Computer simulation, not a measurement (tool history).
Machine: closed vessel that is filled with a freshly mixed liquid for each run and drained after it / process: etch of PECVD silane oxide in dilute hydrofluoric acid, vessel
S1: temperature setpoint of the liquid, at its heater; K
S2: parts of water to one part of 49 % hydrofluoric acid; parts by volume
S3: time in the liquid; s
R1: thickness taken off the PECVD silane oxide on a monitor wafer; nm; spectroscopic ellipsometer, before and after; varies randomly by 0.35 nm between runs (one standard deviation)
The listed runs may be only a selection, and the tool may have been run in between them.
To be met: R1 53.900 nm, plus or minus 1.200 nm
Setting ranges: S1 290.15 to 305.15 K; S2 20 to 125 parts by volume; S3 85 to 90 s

{"run": 1, "hour": 0.0, "S1": 297.15, "S2": 70, "S3": 85, "R1": 48.412}
{"run": 2, "hour": 4.6, "S1": 297.15, "S2": 85, "S3": 85, "R1": 39.501}
{"run": 3, "hour": 5.6, "S1": 297.15, "S2": 85, "S3": 90, "R1": 41.599}
{"run": 4, "hour": 8.5, "S1": 298.15, "S2": 85, "S3": 90, "R1": 43.579}
{"run": 5, "hour": 14.8, "S1": 298.15, "S2": 85, "S3": 85, "R1": 40.77}
{"run": 6, "hour": 20.3, "S1": 299.15, "S2": 85, "S3": 85, "R1": 42.624}
{"run": 7, "hour": 22.3, "S1": 300.15, "S2": 85, "S3": 85, "R1": 44.356}
{"run": 8, "hour": 28.0, "S1": 300.65, "S2": 85, "S3": 85, "R1": 44.976}
{"run": 9, "hour": 30.1, "S1": 301.15, "S2": 85, "S3": 85, "R1": 45.77}
{"run": 10, "hour": 32.9, "S1": 301.65, "S2": 85, "S3": 85, "R1": 47.512}

Exercise: of the 4 proposed moves below, exactly one satisfies all targets within the stated allowed misses. Which move is it?
{"run": "A", "hour": 35.7, "S1": 301.65, "S2": 80, "S3": 85, "R1": "?"}
{"run": "B", "hour": 35.7, "S1": 303.65, "S2": 80, "S3": 85, "R1": "?"}
{"run": "C", "hour": 35.7, "S1": 301.15, "S2": 80, "S3": 90, "R1": "?"}
{"run": "D", "hour": 35.7, "S1": 302.15, "S2": 80, "S3": 85, "R1": "?"}

move=A R1=50.420
move=B R1=54.437
move=C R1=52.361
move=D R1=51.402
A: closer than the last run, but not yet in spec
B: every result within its allowed miss
C: closer than the last run, but not yet in spec
D: closer than the last run, but not yet in spec
The right move is B.
